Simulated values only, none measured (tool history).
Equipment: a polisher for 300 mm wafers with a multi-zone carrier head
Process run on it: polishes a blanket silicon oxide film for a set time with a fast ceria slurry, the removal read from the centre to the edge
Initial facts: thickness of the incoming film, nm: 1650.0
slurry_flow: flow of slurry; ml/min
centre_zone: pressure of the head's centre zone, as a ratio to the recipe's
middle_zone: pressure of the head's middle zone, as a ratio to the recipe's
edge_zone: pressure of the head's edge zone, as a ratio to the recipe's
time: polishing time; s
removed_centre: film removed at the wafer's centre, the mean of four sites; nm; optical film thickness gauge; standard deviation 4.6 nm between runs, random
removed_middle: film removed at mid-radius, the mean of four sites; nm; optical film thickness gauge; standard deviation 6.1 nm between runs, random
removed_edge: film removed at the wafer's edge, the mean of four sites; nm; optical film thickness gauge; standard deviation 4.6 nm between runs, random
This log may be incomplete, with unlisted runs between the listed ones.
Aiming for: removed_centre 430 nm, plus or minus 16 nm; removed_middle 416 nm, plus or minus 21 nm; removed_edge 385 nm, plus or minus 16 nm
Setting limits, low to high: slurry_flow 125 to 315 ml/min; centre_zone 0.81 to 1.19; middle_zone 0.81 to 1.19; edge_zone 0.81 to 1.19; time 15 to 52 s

run,hour,slurry_flow,centre_zone,middle_zone,edge_zone,time,removed_centre,removed_middle,removed_edge
1,0,205,1,1,1,33,458.95,541.99,522.84
2,6.2,205,1,0.93,1,33,466.01,492.66,516.86
3,8.1,205,1,0.93,1,39,542.44,598.69,617.41
4,10.8,175,1,0.93,1,39,539.39,565.74,600.49
5,13.3,175,1.01,0.94,0.98,38,515.82,549.74,576.92
6,19.7,180,1.03,0.95,0.96,37,533.95,552.21,555.39
7,27.6,180,1.03,0.95,0.95,36,502.51,547.61,542.78
8,35.7,180,1.04,0.95,0.94,35,507.51,524.82,518.95
9,41.8,180,1.05,0.97,0.84,26,378.06,401.58,363.6
10,49.7,185,1.06,0.97,0.84,26,380.44,385.26,364.38
11,51,190,1.07,0.98,0.84,26,395.88,389.4,370.55
12,58.8,195,1.07,0.99,0.84,26,392.69,413.04,377.31
13,67.2,195,1.08,0.99,0.84,26,391.17,400.06,366.68
14,71.7,230,1.13,1,0.88,27,447.13,445.03,405.43

5 candidate next runs follow, results not yet known. Just one meets every target within its allowed miss. Identify it.
A,76.2,255,1.19,1.09,0.81,27,?,?,?
B,76.2,235,1.14,1,0.88,26,?,?,?
C,76.2,230,1.01,1.03,0.9,28,?,?,?
D,76.2,295,1.1,1.12,0.81,26,?,?,?
E,76.2,240,1.07,1.14,0.87,26,?,?,?

move,removed_centre,removed_middle,removed_edge
A,478.36,479.44,400.11
B,435.67,424.73,397.13
C,413.58,467.91,430.98
D,433.09,480.5,389.94
E,410.15,476.41,395.16
A: moves away from the targets compared with the last run
B: all results land within tolerance of their targets
C: moves away from the targets compared with the last run
D: moves away from the targets compared with the last run
E: moves away from the targets compared with the last run
Answer: B
